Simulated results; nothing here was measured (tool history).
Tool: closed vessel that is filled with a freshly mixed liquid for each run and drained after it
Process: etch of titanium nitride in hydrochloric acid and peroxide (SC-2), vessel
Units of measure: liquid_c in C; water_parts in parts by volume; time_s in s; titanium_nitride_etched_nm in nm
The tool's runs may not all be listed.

run	hour	liquid_c	water_parts	time_s	titanium_nitride_etched_nm
1	0	60	10.5	30	1.4108
2	5.6	60	13	30	1.1767
3	12.6	63.5	13	30	1.4799
4	16.6	65.5	12.5	30	1.7292
5	19.2	61.5	12.5	30	1.3752
6	26.9	61.5	12.5	30	1.3657

Run 7 is up next; what results do you expect?
7	30.1	64	12	30	?

titanium_nitride_etched_nm: 1.62 nm

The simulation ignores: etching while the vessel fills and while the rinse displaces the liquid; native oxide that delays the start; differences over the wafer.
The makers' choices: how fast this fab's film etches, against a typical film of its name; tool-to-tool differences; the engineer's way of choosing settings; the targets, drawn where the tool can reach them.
